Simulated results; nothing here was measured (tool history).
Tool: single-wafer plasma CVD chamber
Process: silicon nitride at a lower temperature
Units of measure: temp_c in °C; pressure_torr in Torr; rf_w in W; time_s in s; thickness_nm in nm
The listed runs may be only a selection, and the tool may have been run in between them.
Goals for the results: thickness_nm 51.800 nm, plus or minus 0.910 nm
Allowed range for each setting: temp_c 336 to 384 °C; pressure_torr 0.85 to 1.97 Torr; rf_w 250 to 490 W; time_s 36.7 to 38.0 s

run 1 hour=0.0 | temp_c=360 pressure_torr=1.41 rf_w=370 time_s=36.7 | thickness_nm=45.999
run 2 hour=3.8 | temp_c=360 pressure_torr=1.47 rf_w=370 time_s=36.7 | thickness_nm=46.647
run 3 hour=9.4 | temp_c=365 pressure_torr=1.47 rf_w=370 time_s=36.7 | thickness_nm=46.560
run 4 hour=14.9 | temp_c=365 pressure_torr=1.58 rf_w=370 time_s=36.7 | thickness_nm=47.398
run 5 hour=22.3 | temp_c=365 pressure_torr=1.62 rf_w=375 time_s=36.7 | thickness_nm=48.081
run 6 hour=30.4 | temp_c=365 pressure_torr=1.47 rf_w=375 time_s=36.7 | thickness_nm=47.344
run 7 hour=36.4 | temp_c=365 pressure_torr=1.52 rf_w=380 time_s=36.7 | thickness_nm=47.890
run 8 hour=40.8 | temp_c=365 pressure_torr=1.56 rf_w=380 time_s=36.7 | thickness_nm=48.224
run 9 hour=49.3 | temp_c=365 pressure_torr=1.56 rf_w=380 time_s=36.7 | thickness_nm=48.505

Of the 4 settings listed for the next run, only one would bring every result within its allowed miss of target. Which one?
run A hour=57.8 | temp_c=369 pressure_torr=1.55 rf_w=385 time_s=37.3 | thickness_nm=?
run B hour=57.8 | temp_c=366 pressure_torr=1.49 rf_w=420 time_s=37.3 | thickness_nm=?
run C hour=57.8 | temp_c=367 pressure_torr=1.48 rf_w=390 time_s=37.6 | thickness_nm=?
run D hour=57.8 | temp_c=360 pressure_torr=1.66 rf_w=425 time_s=37.3 | thickness_nm=?

move=A thickness_nm=49.573
move=B thickness_nm=51.775
move=C thickness_nm=49.736
move=D thickness_nm=53.987
A: gains on the last run, yet a result remains outside its allowed miss
B: in spec on every target
C: gains on the last run, yet a result remains outside its allowed miss
D: carries the result that was furthest off beyond its target, to the other side
The right move is B.
